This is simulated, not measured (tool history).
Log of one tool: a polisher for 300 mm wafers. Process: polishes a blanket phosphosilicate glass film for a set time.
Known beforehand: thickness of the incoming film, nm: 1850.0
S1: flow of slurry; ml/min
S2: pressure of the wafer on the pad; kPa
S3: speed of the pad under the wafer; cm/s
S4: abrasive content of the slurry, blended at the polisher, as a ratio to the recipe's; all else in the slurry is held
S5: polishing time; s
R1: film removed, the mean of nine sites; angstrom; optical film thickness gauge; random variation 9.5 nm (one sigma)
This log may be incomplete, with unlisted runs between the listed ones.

| run | hour | S1 | S2 | S3 | S4 | S5 | R1 |
|---|---|---|---|---|---|---|---|
| 1 | 0 | 245 | 27.6 | 96 | 1 | 84 | 9983.3 |
| 2 | 7.1 | 245 | 25.5 | 96 | 1 | 84 | 9522.7 |
| 3 | 12.8 | 245 | 26.9 | 96 | 1 | 84 | 9793 |
| 4 | 19.1 | 245 | 28.3 | 96 | 1 | 84 | 10272 |
| 5 | 22.7 | 245 | 28.3 | 96 | 0.9 | 84 | 9517 |
| 6 | 25.2 | 245 | 29.6 | 96 | 0.9 | 84 | 10006 |
| 7 | 26.7 | 245 | 31 | 96 | 0.9 | 84 | 10393 |
| 8 | 32.7 | 245 | 31 | 96 | 0.9 | 84 | 10314 |
| 9 | 36.2 | 245 | 32.4 | 96 | 0.9 | 84 | 10544 |
| 10 | 37.6 | 245 | 33.8 | 96 | 0.9 | 84 | 10973 |

Expected results for the next run?
| 11 | 40.7 | 245 | 35.2 | 96 | 0.9 | 84 | ? |

Run 11 came out at R1 11287 angstrom.
